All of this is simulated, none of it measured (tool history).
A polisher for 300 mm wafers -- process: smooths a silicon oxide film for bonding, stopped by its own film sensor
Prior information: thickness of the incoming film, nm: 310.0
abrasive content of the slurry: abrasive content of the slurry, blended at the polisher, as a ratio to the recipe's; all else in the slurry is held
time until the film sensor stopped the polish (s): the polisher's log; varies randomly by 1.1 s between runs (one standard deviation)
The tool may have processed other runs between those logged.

| run | day | flow of slurry (ml/min) | pressure of the wafer on the pad (psi) | speed of the pad under the wafer (m/s) | abrasive content of the slurry | target thickness at which the film sensor stops the polish (nm) | time until the film sensor stopped the polish (s) |
|---|---|---|---|---|---|---|---|
| 1 | 0 | 125 | 2.4 | 1.04 | 1 | 227 | 103.43 |
| 2 | 0.092 | 125 | 2.4 | 1.04 | 0.85 | 227 | 112.43 |
| 3 | 0.404 | 95 | 2.4 | 1.04 | 0.85 | 227 | 122.15 |
| 4 | 0.55 | 100 | 2.6 | 1.06 | 0.85 | 227 | 106.07 |
| 5 | 0.921 | 105 | 2.8 | 1.06 | 0.85 | 227 | 100.55 |
| 6 | 1.092 | 105 | 2.8 | 1.06 | 1 | 227 | 89.602 |
| 7 | 1.212 | 110 | 2.9 | 1.06 | 1 | 227 | 89.475 |
| 8 | 1.55 | 110 | 3.1 | 1.08 | 1 | 227 | 85.193 |
| 9 | 1.758 | 110 | 3.2 | 1.12 | 1 | 227 | 77.906 |
| 10 | 2.121 | 110 | 3.2 | 1.12 | 1 | 227 | 78.773 |
| 11 | 2.346 | 110 | 3.3 | 1.14 | 1 | 227 | 75.233 |
| 12 | 2.65 | 110 | 3.4 | 1.16 | 1 | 227 | 75.185 |
| 13 | 2.896 | 110 | 3.5 | 1.18 | 1 | 227 | 70.825 |
| 14 | 3.158 | 110 | 3.5 | 1.2 | 1 | 227 | 72.145 |
| 15 | 3.233 | 110 | 3.5 | 1.22 | 1 | 227 | 70.543 |

Expected results for the next run?
| 16 | 3.521 | 110 | 3.5 | 1.24 | 1 | 227 | ? |

time until the film sensor stopped the polish (s): 69.796

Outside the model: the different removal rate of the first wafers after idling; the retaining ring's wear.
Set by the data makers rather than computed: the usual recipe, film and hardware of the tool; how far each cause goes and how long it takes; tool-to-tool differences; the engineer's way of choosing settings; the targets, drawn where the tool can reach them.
